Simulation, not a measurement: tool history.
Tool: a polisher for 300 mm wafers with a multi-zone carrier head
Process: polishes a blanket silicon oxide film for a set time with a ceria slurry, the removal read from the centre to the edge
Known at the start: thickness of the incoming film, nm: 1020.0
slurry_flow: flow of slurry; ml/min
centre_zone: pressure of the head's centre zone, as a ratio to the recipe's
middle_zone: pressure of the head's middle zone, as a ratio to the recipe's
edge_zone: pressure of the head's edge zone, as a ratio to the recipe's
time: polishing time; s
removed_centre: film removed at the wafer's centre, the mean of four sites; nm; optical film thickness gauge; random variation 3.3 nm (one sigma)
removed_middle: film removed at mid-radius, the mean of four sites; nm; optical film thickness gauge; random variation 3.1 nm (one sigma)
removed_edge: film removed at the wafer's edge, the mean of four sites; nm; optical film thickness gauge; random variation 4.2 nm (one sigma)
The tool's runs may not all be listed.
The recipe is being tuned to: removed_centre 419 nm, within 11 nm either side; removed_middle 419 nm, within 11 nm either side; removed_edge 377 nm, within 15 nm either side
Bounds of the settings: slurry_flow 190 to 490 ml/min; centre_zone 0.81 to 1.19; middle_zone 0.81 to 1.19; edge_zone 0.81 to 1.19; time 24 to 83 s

run,hour,slurry_flow,centre_zone,middle_zone,edge_zone,time,removed_centre,removed_middle,removed_edge
1,0,315,1,1,1,53,294.94,283.78,281
2,8.6,330,1.03,1.05,1.04,56,323.87,313.11,302.12
3,10.7,330,1.03,0.96,1.04,56,322.25,289.76,304.16
4,12.6,340,1.05,1.02,1.06,59,348.48,316.64,327.19
5,17.3,340,0.98,1.02,1.06,59,322.46,323.99,329.62
6,19.1,340,0.98,1.02,1.09,59,322.62,323.67,333.14
7,25,350,1.01,1.07,1.08,61,345.64,348.59,339.66
8,32.1,355,1.03,1.1,1.09,63,366.67,369.31,360.27
9,36.2,360,1.05,1.13,1.08,64,375.62,383.1,356.12
10,43.5,365,1.07,1.15,1.09,65,395.81,394.93,356.85
11,47.6,370,1.08,1.16,1.1,66,401.29,402.04,369.86
12,48.8,370,1.08,1.16,1.1,66,397.89,401.79,376.33

4 candidate next runs follow, results not yet known. Just one meets every target within its allowed miss. Identify it.
A,50,340,1.09,1.1,1.08,65,?,?,?
B,50,380,1.12,1.07,1.1,68,?,?,?
C,50,410,1.09,1.17,1.08,68,?,?,?
D,50,410,1.08,1.16,1.1,64,?,?,?

move,removed_centre,removed_middle,removed_edge
A,398.83,374.83,361.04
B,432.19,385.76,383.56
C,423.1,418.6,380.93
D,394.53,391.08,361.9
A: further off than the last run
B: takes the biggest miss from the last run beyond its target
C: all results in spec
D: further off than the last run
The right move is C.

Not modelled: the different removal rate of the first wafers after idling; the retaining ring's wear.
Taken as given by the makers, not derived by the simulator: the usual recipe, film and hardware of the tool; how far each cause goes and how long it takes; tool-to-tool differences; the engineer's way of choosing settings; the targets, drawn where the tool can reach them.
